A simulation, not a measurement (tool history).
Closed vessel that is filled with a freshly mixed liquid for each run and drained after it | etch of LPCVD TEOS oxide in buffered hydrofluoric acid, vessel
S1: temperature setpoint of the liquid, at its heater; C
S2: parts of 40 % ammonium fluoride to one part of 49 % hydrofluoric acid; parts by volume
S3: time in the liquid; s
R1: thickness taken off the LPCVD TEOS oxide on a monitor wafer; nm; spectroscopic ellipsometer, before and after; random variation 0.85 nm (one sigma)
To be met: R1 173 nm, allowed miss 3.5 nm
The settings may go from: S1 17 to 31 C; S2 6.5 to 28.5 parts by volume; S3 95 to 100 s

| run | day | S1 | S2 | S3 | R1 |
|---|---|---|---|---|---|
| 1 | 0 | 23 | 17.5 | 95 | 91.973 |
| 2 | 0.296 | 21 | 17.5 | 95 | 82.018 |
| 3 | 0.662 | 22.5 | 17 | 95 | 91.354 |
| 4 | 0.692 | 24 | 16.5 | 95 | 102.8 |
| 5 | 0.8 | 24 | 12.5 | 95 | 134.12 |
| 6 | 1.138 | 26.5 | 12.5 | 95 | 153.48 |
| 7 | 1.292 | 27 | 12.5 | 95 | 159.47 |
| 8 | 1.65 | 28 | 12.5 | 95 | 167.22 |

4 next moves are on the table. One of them brings every result within its allowed miss. Which?
| A | 2.008 | 27 | 13 | 100 | ? |
| B | 2.008 | 30 | 13.5 | 95 | ? |
| C | 2.008 | 25.5 | 11.5 | 95 | ? |
| D | 2.008 | 26.5 | 12 | 95 | ? |

| move | R1 |
|---|---|
| A | 161.57 |
| B | 173.44 |
| C | 159.62 |
| D | 161.59 |
A: further off than the last run
B: meets every target
C: further off than the last run
D: further off than the last run
Answer: B
